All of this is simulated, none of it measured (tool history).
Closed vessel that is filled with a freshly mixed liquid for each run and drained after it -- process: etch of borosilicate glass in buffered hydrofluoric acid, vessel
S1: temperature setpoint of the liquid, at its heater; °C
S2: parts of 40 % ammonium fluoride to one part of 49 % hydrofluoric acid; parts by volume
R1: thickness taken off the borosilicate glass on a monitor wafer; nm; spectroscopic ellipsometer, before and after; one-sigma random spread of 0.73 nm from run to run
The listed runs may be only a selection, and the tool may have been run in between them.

run 1 hour=0.0 | S1=24.0 S2=12.5 time_in_the_liquid_(s)=105 | R1=110.19
run 2 hour=1.9 | S1=22.0 S2=12.5 time_in_the_liquid_(s)=105 | R1=101.39
run 3 hour=3.3 | S1=22.0 S2=12.5 time_in_the_liquid_(s)=110 | R1=105.37
run 4 hour=6.3 | S1=22.0 S2=12.5 time_in_the_liquid_(s)=110 | R1=104.07
run 5 hour=7.5 | S1=22.0 S2=12.5 time_in_the_liquid_(s)=110 | R1=104.96
run 6 hour=16.1 | S1=22.0 S2=10.5 time_in_the_liquid_(s)=110 | R1=123.80
run 7 hour=17.2 | S1=21.0 S2=11.0 time_in_the_liquid_(s)=110 | R1=110.83
run 8 hour=20.8 | S1=20.0 S2=11.0 time_in_the_liquid_(s)=110 | R1=105.35

For run 9, what comes out?
run 9 hour=26.1 | S1=19.5 S2=11.0 time_in_the_liquid_(s)=110 | R1=?

Run 9 came out at R1 102.55 nm.
